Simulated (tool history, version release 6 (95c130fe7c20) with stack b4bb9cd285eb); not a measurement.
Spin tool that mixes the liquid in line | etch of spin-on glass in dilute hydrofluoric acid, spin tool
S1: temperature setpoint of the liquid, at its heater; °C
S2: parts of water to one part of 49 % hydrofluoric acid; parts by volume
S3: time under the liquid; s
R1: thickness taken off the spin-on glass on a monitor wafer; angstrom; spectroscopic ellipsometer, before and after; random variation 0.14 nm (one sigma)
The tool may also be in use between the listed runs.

run  hour    S1   S2  S3       R1
  1   0.0  26.0  240  80   83.480
  2   1.2  26.5  235  80   87.988
  3   7.7  27.0  230  80   91.215
  4  13.7  30.0  230  80  100.300
  5  16.4  30.5  225  80  107.000
  6  23.9  30.5  225  85  113.060

Run 7 comes next. What will it give?
  7  27.0  31.0  220  85   ?

R1: 118.390 angstrom
